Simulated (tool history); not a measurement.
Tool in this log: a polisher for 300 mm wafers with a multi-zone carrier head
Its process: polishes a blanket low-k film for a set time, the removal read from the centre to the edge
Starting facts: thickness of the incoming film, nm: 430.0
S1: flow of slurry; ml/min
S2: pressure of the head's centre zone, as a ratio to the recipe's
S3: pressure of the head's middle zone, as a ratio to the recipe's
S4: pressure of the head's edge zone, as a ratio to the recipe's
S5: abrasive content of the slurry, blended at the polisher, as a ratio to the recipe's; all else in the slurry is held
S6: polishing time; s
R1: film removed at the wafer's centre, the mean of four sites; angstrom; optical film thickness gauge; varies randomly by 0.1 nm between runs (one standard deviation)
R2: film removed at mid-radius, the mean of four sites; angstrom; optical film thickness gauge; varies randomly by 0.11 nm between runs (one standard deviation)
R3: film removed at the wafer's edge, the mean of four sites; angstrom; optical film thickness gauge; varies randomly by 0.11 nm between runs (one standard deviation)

{"run": 1, "day": 0.0, "S1": 185, "S2": 1, "S3": 1, "S4": 1, "S5": 1, "S6": 32, "R1": 167.31, "R2": 162.1, "R3": 161.5}
{"run": 2, "day": 0.304, "S1": 150, "S2": 1, "S3": 1, "S4": 1, "S5": 1, "S6": 32, "R1": 160.83, "R2": 155.96, "R3": 161.18}
{"run": 3, "day": 0.533, "S1": 150, "S2": 1, "S3": 1, "S4": 1, "S5": 0.9, "S6": 32, "R1": 156.36, "R2": 154.97, "R3": 153.58}
{"run": 4, "day": 0.654, "S1": 150, "S2": 1, "S3": 1, "S4": 1, "S5": 0.7, "S6": 32, "R1": 140.32, "R2": 138.29, "R3": 137.86}
{"run": 5, "day": 0.862, "S1": 150, "S2": 1, "S3": 1, "S4": 0.93, "S5": 0.7, "S6": 32, "R1": 141.46, "R2": 139.98, "R3": 130.14}
{"run": 6, "day": 0.917, "S1": 150, "S2": 1, "S3": 1, "S4": 0.93, "S5": 0.7, "S6": 38, "R1": 165.56, "R2": 162.51, "R3": 160.48}
{"run": 7, "day": 0.979, "S1": 145, "S2": 0.97, "S3": 0.99, "S4": 0.94, "S5": 0.65, "S6": 36, "R1": 146.19, "R2": 151.31, "R3": 146.56}

Run 8 has not been measured yet. What should we expect?
{"run": 8, "day": 1.321, "S1": 140, "S2": 0.95, "S3": 0.96, "S4": 0.94, "S5": 0.6, "S6": 35, "R1": "?", "R2": "?", "R3": "?"}

R1: 134.41 angstrom
R2: 136.29 angstrom
R3: 136.32 angstrom
